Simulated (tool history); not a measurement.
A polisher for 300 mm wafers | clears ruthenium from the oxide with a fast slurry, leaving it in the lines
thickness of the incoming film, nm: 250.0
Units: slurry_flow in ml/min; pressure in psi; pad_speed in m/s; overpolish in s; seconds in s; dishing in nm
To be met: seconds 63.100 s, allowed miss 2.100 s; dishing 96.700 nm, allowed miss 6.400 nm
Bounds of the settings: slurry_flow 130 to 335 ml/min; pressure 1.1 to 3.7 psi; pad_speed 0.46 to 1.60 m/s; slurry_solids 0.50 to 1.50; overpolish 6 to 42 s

Run 1, hour 0.0: slurry_flow 215 ml/min, pressure 2.4 psi, pad_speed 1.02 m/s, slurry_solids 1.00, overpolish 21 s. Result: seconds 67.795 s, dishing 67.766 nm.
Run 2, hour 4.1: slurry_flow 215 ml/min, pressure 2.0 psi, pad_speed 1.02 m/s, slurry_solids 1.00, overpolish 21 s. Result: seconds 81.631 s, dishing 57.218 nm.
Run 3, hour 9.9: slurry_flow 215 ml/min, pressure 1.8 psi, pad_speed 1.02 m/s, slurry_solids 1.00, overpolish 21 s. Result: seconds 89.245 s, dishing 54.771 nm.
Run 4, hour 16.1: slurry_flow 215 ml/min, pressure 2.0 psi, pad_speed 1.02 m/s, slurry_solids 1.00, overpolish 23 s. Result: seconds 81.515 s, dishing 64.263 nm.
Run 5, hour 21.1: slurry_flow 215 ml/min, pressure 2.1 psi, pad_speed 1.02 m/s, slurry_solids 1.00, overpolish 24 s. Result: seconds 77.000 s, dishing 68.305 nm.
Run 6, hour 25.9: slurry_flow 215 ml/min, pressure 2.2 psi, pad_speed 1.02 m/s, slurry_solids 1.00, overpolish 25 s. Result: seconds 74.114 s, dishing 71.560 nm.
Run 7, hour 29.4: slurry_flow 215 ml/min, pressure 2.3 psi, pad_speed 1.02 m/s, slurry_solids 1.00, overpolish 26 s. Result: seconds 70.594 s, dishing 79.930 nm.
Run 8, hour 30.2: slurry_flow 215 ml/min, pressure 2.4 psi, pad_speed 1.02 m/s, slurry_solids 1.00, overpolish 27 s. Result: seconds 69.367 s, dishing 82.440 nm.
Run 9, hour 37.1: slurry_flow 215 ml/min, pressure 2.4 psi, pad_speed 1.02 m/s, slurry_solids 1.00, overpolish 27 s. Result: seconds 68.285 s, dishing 87.459 nm.
Run 10, hour 43.1: slurry_flow 220 ml/min, pressure 2.4 psi, pad_speed 1.02 m/s, slurry_solids 1.00, overpolish 27 s. Result: seconds 67.748 s, dishing 84.713 nm.

4 next moves are on the table. One of them brings every result within its allowed miss. Which?
Run A, hour 49.1: slurry_flow 225 ml/min, pressure 1.9 psi, pad_speed 1.30 m/s, slurry_solids 0.90, overpolish 38 s. Result: seconds ?, dishing ?.
Run B, hour 49.1: slurry_flow 230 ml/min, pressure 2.3 psi, pad_speed 1.08 m/s, slurry_solids 1.00, overpolish 31 s. Result: seconds ?, dishing ?.
Run C, hour 49.1: slurry_flow 225 ml/min, pressure 2.4 psi, pad_speed 1.04 m/s, slurry_solids 0.95, overpolish 37 s. Result: seconds ?, dishing ?.
Run D, hour 49.1: slurry_flow 215 ml/min, pressure 2.5 psi, pad_speed 1.04 m/s, slurry_solids 1.05, overpolish 31 s. Result: seconds ?, dishing ?.

move  seconds  dishing
   A   72.327  102.610
   B   66.470   93.454
   C   67.062  106.540
   D   62.464   98.160
A: further off than the last run
B: nearer than the last run, and not there yet
C: nearer than the last run, and not there yet
D: meets every target
Answer: D

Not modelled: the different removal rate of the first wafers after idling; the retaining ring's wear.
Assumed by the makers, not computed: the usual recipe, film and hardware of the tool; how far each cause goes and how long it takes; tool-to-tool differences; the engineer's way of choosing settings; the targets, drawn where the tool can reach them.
